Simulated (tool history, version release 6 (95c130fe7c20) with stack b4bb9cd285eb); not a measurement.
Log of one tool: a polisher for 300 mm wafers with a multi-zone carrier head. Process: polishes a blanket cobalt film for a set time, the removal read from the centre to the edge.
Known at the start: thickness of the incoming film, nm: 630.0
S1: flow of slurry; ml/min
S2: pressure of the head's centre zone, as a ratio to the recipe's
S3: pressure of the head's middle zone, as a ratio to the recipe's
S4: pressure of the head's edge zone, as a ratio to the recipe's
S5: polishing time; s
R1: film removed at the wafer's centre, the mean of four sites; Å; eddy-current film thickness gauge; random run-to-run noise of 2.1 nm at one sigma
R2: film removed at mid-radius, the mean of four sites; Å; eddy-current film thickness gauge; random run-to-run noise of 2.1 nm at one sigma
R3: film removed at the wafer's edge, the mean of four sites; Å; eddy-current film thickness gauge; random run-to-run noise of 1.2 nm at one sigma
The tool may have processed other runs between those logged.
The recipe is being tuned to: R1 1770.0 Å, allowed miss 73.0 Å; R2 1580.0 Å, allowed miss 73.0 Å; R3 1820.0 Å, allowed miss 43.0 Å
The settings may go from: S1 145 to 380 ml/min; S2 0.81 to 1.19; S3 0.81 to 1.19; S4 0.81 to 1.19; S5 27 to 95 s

{"run": 1, "hour": 0.0, "S1": 245, "S2": 1.0, "S3": 1.0, "S4": 1.0, "S5": 61, "R1": 2623.6, "R2": 2617.3, "R3": 2688.0}
{"run": 2, "hour": 4.7, "S1": 245, "S2": 1.0, "S3": 1.07, "S4": 1.0, "S5": 61, "R1": 2675.5, "R2": 2873.5, "R3": 2687.1}
{"run": 3, "hour": 7.2, "S1": 240, "S2": 0.99, "S3": 1.03, "S4": 0.98, "S5": 57, "R1": 2471.6, "R2": 2546.8, "R3": 2481.2}
{"run": 4, "hour": 12.4, "S1": 265, "S2": 0.99, "S3": 1.03, "S4": 0.98, "S5": 57, "R1": 2457.2, "R2": 2578.2, "R3": 2514.8}
{"run": 5, "hour": 21.1, "S1": 255, "S2": 0.98, "S3": 0.99, "S4": 0.95, "S5": 54, "R1": 2283.5, "R2": 2326.3, "R3": 2326.8}
{"run": 6, "hour": 25.6, "S1": 255, "S2": 0.98, "S3": 0.99, "S4": 0.95, "S5": 67, "R1": 2844.0, "R2": 2864.7, "R3": 2896.6}
{"run": 7, "hour": 31.2, "S1": 245, "S2": 0.97, "S3": 0.96, "S4": 0.93, "S5": 63, "R1": 2620.6, "R2": 2632.3, "R3": 2686.5}
{"run": 8, "hour": 32.4, "S1": 245, "S2": 0.97, "S3": 0.93, "S4": 0.92, "S5": 59, "R1": 2404.7, "R2": 2433.0, "R3": 2501.1}
{"run": 9, "hour": 36.9, "S1": 245, "S2": 0.99, "S3": 0.91, "S4": 0.93, "S5": 55, "R1": 2373.2, "R2": 2195.1, "R3": 2360.7}
{"run": 10, "hour": 42.8, "S1": 240, "S2": 0.98, "S3": 0.89, "S4": 0.92, "S5": 52, "R1": 2174.0, "R2": 2095.3, "R3": 2228.2}
{"run": 11, "hour": 49.2, "S1": 240, "S2": 0.98, "S3": 0.87, "S4": 0.93, "S5": 49, "R1": 2113.8, "R2": 1883.0, "R3": 2098.3}
{"run": 12, "hour": 57.7, "S1": 235, "S2": 0.97, "S3": 0.86, "S4": 0.93, "S5": 48, "R1": 1973.4, "R2": 1842.0, "R3": 2039.9}

Which of these 5 next moves meets every target?
{"run": "A", "hour": 66.2, "S1": 260, "S2": 0.84, "S3": 0.81, "S4": 1.02, "S5": 43, "R1": "?", "R2": "?", "R3": "?"}
{"run": "B", "hour": 66.2, "S1": 305, "S2": 0.97, "S3": 0.83, "S4": 0.96, "S5": 41, "R1": "?", "R2": "?", "R3": "?"}
{"run": "C", "hour": 66.2, "S1": 210, "S2": 0.9, "S3": 0.81, "S4": 1.02, "S5": 41, "R1": "?", "R2": "?", "R3": "?"}
{"run": "D", "hour": 66.2, "S1": 185, "S2": 1.05, "S3": 0.87, "S4": 0.87, "S5": 42, "R1": "?", "R2": "?", "R3": "?"}
{"run": "E", "hour": 66.2, "S1": 230, "S2": 0.97, "S3": 0.99, "S4": 0.96, "S5": 52, "R1": "?", "R2": "?", "R3": "?"}

move=A R1=1548.9 R2=1571.7 R3=1941.5
move=B R1=1735.1 R2=1549.8 R3=1823.9
move=C R1=1545.8 R2=1466.3 R3=1821.4
move=D R1=1821.5 R2=1569.4 R3=1728.8
move=E R1=2139.6 R2=2216.6 R3=2262.7
A: an improvement on the last run, though not all results are within tolerance
B: all results in spec
C: brings the result that was furthest off to its target, and leaves another outside
D: takes the biggest miss from the last run beyond its target
E: the biggest miss grows against the last run
B is the move that brings every result within its allowed miss.
